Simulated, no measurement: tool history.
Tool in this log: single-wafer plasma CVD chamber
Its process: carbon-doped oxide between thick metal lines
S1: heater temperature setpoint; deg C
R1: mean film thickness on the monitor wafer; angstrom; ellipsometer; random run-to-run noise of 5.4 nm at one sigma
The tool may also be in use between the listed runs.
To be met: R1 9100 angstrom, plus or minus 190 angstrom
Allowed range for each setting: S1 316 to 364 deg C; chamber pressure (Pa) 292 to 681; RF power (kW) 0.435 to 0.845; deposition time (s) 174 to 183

{"run": 1, "hour": 0.0, "S1": 340, "chamber pressure (Pa)": 487, "RF power (kW)": 0.64, "deposition time (s)": 183, "R1": 10882}
{"run": 2, "hour": 7.7, "S1": 342, "chamber pressure (Pa)": 467, "RF power (kW)": 0.615, "deposition time (s)": 182, "R1": 10307}
{"run": 3, "hour": 11.7, "S1": 345, "chamber pressure (Pa)": 445, "RF power (kW)": 0.61, "deposition time (s)": 182, "R1": 10140}
{"run": 4, "hour": 16.6, "S1": 347, "chamber pressure (Pa)": 425, "RF power (kW)": 0.6, "deposition time (s)": 182, "R1": 9959.1}
{"run": 5, "hour": 23.4, "S1": 348, "chamber pressure (Pa)": 411, "RF power (kW)": 0.59, "deposition time (s)": 182, "R1": 9730}
{"run": 6, "hour": 26.6, "S1": 358, "chamber pressure (Pa)": 411, "RF power (kW)": 0.59, "deposition time (s)": 182, "R1": 9531.7}
{"run": 7, "hour": 30.1, "S1": 359, "chamber pressure (Pa)": 372, "RF power (kW)": 0.55, "deposition time (s)": 181, "R1": 8689.5}
{"run": 8, "hour": 34.0, "S1": 358, "chamber pressure (Pa)": 381, "RF power (kW)": 0.55, "deposition time (s)": 181, "R1": 8686.7}
{"run": 9, "hour": 37.1, "S1": 357, "chamber pressure (Pa)": 392, "RF power (kW)": 0.55, "deposition time (s)": 181, "R1": 8803.3}

Which of these 5 next moves meets every target?
{"run": "A", "hour": 40.2, "S1": 354, "chamber pressure (Pa)": 400, "RF power (kW)": 0.56, "deposition time (s)": 183, "R1": "?"}
{"run": "B", "hour": 40.2, "S1": 360, "chamber pressure (Pa)": 443, "RF power (kW)": 0.535, "deposition time (s)": 180, "R1": "?"}
{"run": "C", "hour": 40.2, "S1": 362, "chamber pressure (Pa)": 296, "RF power (kW)": 0.55, "deposition time (s)": 174, "R1": "?"}
{"run": "D", "hour": 40.2, "S1": 364, "chamber pressure (Pa)": 504, "RF power (kW)": 0.525, "deposition time (s)": 183, "R1": "?"}
{"run": "E", "hour": 40.2, "S1": 353, "chamber pressure (Pa)": 456, "RF power (kW)": 0.52, "deposition time (s)": 183, "R1": "?"}

move=A R1=9153.4
move=B R1=8567.5
move=C R1=8187.5
move=D R1=8616.2
move=E R1=8630.1
A: in spec on every target
B: further off than the last run
C: further off than the last run
D: further off than the last run
E: further off than the last run
A meets every target.
